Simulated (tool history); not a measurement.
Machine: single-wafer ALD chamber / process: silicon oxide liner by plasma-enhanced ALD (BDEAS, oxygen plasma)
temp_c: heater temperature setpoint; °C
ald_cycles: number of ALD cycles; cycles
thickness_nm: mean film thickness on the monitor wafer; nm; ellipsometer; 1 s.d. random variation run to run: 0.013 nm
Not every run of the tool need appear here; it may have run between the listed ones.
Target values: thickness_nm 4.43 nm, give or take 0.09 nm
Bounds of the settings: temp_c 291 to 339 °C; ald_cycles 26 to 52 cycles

{"run": 1, "hour": 0.0, "temp_c": 315, "ald_cycles": 39, "thickness_nm": 3.7501}
{"run": 2, "hour": 3.3, "temp_c": 310, "ald_cycles": 39, "thickness_nm": 3.7938}
{"run": 3, "hour": 9.6, "temp_c": 310, "ald_cycles": 41, "thickness_nm": 3.9798}
{"run": 4, "hour": 12.4, "temp_c": 309, "ald_cycles": 42, "thickness_nm": 4.0684}
{"run": 5, "hour": 19.7, "temp_c": 318, "ald_cycles": 42, "thickness_nm": 4.0151}
{"run": 6, "hour": 21.2, "temp_c": 317, "ald_cycles": 43, "thickness_nm": 4.1488}
{"run": 7, "hour": 23.6, "temp_c": 317, "ald_cycles": 44, "thickness_nm": 4.1984}
{"run": 8, "hour": 30.0, "temp_c": 316, "ald_cycles": 45, "thickness_nm": 4.3264}

Exactly one of the 4 candidate moves below puts every result within its allowed miss. Which one?
{"run": "A", "hour": 36.4, "temp_c": 316, "ald_cycles": 46, "thickness_nm": "?"}
{"run": "B", "hour": 36.4, "temp_c": 309, "ald_cycles": 48, "thickness_nm": "?"}
{"run": "C", "hour": 36.4, "temp_c": 316, "ald_cycles": 48, "thickness_nm": "?"}
{"run": "D", "hour": 36.4, "temp_c": 325, "ald_cycles": 43, "thickness_nm": "?"}

move=A thickness_nm=4.4219
move=B thickness_nm=4.6668
move=C thickness_nm=4.6142
move=D thickness_nm=4.0729
A: all results in spec
B: the result that was furthest off in the last run now lies on the other side of its target
C: the result that was furthest off in the last run now lies on the other side of its target
D: lands further from the targets than the last run did
The move that meets every target is A.
